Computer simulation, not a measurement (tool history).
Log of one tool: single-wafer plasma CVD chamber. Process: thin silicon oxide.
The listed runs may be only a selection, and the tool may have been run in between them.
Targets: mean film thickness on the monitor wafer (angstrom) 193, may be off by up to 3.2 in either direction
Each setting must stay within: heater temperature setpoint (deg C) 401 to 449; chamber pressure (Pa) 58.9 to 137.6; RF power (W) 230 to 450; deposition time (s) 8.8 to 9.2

run,hour,heater temperature setpoint (deg C),chamber pressure (Pa),RF power (W),deposition time (s),mean film thickness on the monitor wafer (angstrom)
1,0,425,98.3,340,9.2,167.26
2,6.3,425,102.8,340,9.2,172.52
3,7.4,416,102.8,340,9.2,174.39
4,15.1,416,106.3,340,9.2,177.71
5,23,416,109.5,340,9.2,181.99
6,29.5,416,109.5,340,8.8,172.68
7,37.8,416,114.4,340,8.8,177.54
8,46.5,416,118.8,340,8.8,182.45
9,48.1,416,121.9,340,8.8,185.61
10,52.9,416,124,340,8.8,186.88
11,57,416,125.9,340,8.8,188.77

5 candidate next runs follow, results not yet known. Just one meets every target within its allowed miss. Identify it.
A,61.1,415,134.9,360,8.8,?
B,61.1,406,109.2,365,9.1,?
C,61.1,409,129.2,315,9,?
D,61.1,410,123.9,300,9.1,?
E,61.1,424,115.2,345,8.8,?

move,mean film thickness on the monitor wafer (angstrom)
A,200.2
B,182.91
C,193.07
D,187.77
E,178.73
A: takes the result that was furthest off past its target
B: moves away from the targets compared with the last run
C: all results land within tolerance of their targets
D: moves away from the targets compared with the last run
E: moves away from the targets compared with the last run
Correct choice: C, which meets every target

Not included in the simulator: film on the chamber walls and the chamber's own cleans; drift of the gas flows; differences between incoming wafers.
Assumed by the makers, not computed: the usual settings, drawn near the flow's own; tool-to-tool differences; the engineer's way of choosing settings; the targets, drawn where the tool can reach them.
